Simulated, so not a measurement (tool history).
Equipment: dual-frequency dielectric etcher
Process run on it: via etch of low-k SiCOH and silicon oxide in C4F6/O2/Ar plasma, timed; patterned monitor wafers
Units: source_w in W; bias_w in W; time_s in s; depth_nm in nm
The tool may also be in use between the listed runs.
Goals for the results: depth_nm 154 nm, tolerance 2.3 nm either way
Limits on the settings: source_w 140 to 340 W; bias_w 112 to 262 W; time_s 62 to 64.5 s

run 1 hour=0 | source_w=240 bias_w=187 time_s=62 | depth_nm=133.84
run 2 hour=6.2 | source_w=240 bias_w=187 time_s=64.5 | depth_nm=139.15
run 3 hour=7.4 | source_w=240 bias_w=156 time_s=64.5 | depth_nm=128.27
run 4 hour=15.4 | source_w=250 bias_w=157 time_s=64.5 | depth_nm=130.17
run 5 hour=18.2 | source_w=250 bias_w=157 time_s=62 | depth_nm=125.1
run 6 hour=23.6 | source_w=260 bias_w=160 time_s=62 | depth_nm=127.59
run 7 hour=24.3 | source_w=270 bias_w=163 time_s=62 | depth_nm=131.35
run 8 hour=32.8 | source_w=280 bias_w=165 time_s=62 | depth_nm=133.38
run 9 hour=36.6 | source_w=280 bias_w=165 time_s=62 | depth_nm=133.45
run 10 hour=38.1 | source_w=290 bias_w=167 time_s=62 | depth_nm=134.46
run 11 hour=43.6 | source_w=290 bias_w=170 time_s=62 | depth_nm=136.42
run 12 hour=46.1 | source_w=290 bias_w=172 time_s=62 | depth_nm=137.8
run 13 hour=54.1 | source_w=290 bias_w=174 time_s=62 | depth_nm=138.16

Which one of the following 4 next-run settings gets every result inside its allowed miss? There is exactly one.
run A hour=62.1 | source_w=290 bias_w=145 time_s=63 | depth_nm=?
run B hour=62.1 | source_w=310 bias_w=197 time_s=62 | depth_nm=?
run C hour=62.1 | source_w=310 bias_w=193 time_s=64.5 | depth_nm=?
run D hour=62.1 | source_w=310 bias_w=179 time_s=64.5 | depth_nm=?

move=A depth_nm=129.34
move=B depth_nm=148.46
move=C depth_nm=153.11
move=D depth_nm=148.3
A: the biggest miss grows against the last run
B: closes in on the targets versus the last run, not all within tolerance yet
C: each result inside its tolerance
D: closes in on the targets versus the last run, not all within tolerance yet
Answer: C
